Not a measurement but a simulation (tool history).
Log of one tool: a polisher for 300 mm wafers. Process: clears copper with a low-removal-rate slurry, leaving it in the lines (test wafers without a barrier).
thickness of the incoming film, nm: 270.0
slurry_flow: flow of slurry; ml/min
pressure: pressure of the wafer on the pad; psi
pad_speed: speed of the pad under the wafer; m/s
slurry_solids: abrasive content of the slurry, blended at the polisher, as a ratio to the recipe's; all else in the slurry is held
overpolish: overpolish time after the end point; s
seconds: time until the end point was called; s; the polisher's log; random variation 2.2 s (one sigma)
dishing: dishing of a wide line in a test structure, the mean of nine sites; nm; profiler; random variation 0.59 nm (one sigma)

run 1 hour=0 | slurry_flow=170 pressure=2.4 pad_speed=0.9 slurry_solids=1 overpolish=26 | seconds=123.45 dishing=37.597
run 2 hour=6.7 | slurry_flow=170 pressure=2.3 pad_speed=0.9 slurry_solids=1 overpolish=25 | seconds=128.15 dishing=35.458
run 3 hour=9.7 | slurry_flow=170 pressure=2.6 pad_speed=0.9 slurry_solids=1 overpolish=25 | seconds=113.64 dishing=40.846
run 4 hour=18.1 | slurry_flow=170 pressure=2.5 pad_speed=0.9 slurry_solids=1 overpolish=24 | seconds=117.99 dishing=38.013
run 5 hour=22.2 | slurry_flow=170 pressure=2.4 pad_speed=0.9 slurry_solids=1 overpolish=23 | seconds=120.31 dishing=34.813
run 6 hour=23.1 | slurry_flow=170 pressure=2.3 pad_speed=0.9 slurry_solids=1 overpolish=23 | seconds=130.26 dishing=34.027
run 7 hour=30.1 | slurry_flow=170 pressure=2.3 pad_speed=0.9 slurry_solids=1 overpolish=22 | seconds=128.36 dishing=31.581

The next listed run, before its measurement:
run 8 hour=35.3 | slurry_flow=170 pressure=2.2 pad_speed=0.9 slurry_solids=1 overpolish=21 | seconds=? dishing=?

Run 8 gave seconds 131.72 s, dishing 29.886 nm.
